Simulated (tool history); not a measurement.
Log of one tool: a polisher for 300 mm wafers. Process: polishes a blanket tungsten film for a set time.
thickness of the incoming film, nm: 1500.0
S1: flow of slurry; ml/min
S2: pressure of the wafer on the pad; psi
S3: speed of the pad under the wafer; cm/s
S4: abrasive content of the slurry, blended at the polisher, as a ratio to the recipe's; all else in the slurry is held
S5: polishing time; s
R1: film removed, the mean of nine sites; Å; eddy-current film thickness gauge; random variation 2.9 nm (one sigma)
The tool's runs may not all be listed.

run,hour,S1,S2,S3,S4,S5,R1
1,0.0,200,4.2,108,1.0,48,2910.5
2,5.7,200,4.1,108,1.0,48,2869.8
3,14.6,200,4.0,108,1.0,48,2826.5
4,20.0,200,4.0,128,1.0,48,3202.6
5,21.7,200,4.0,150,1.0,48,3551.5
6,24.1,200,4.0,168,1.0,48,3877.9
7,30.1,200,3.7,168,1.0,48,3743.1

Forecast run 8:
8,36.2,200,3.4,168,1.0,48,?

{"run 8": {"R1": 3348.3}}
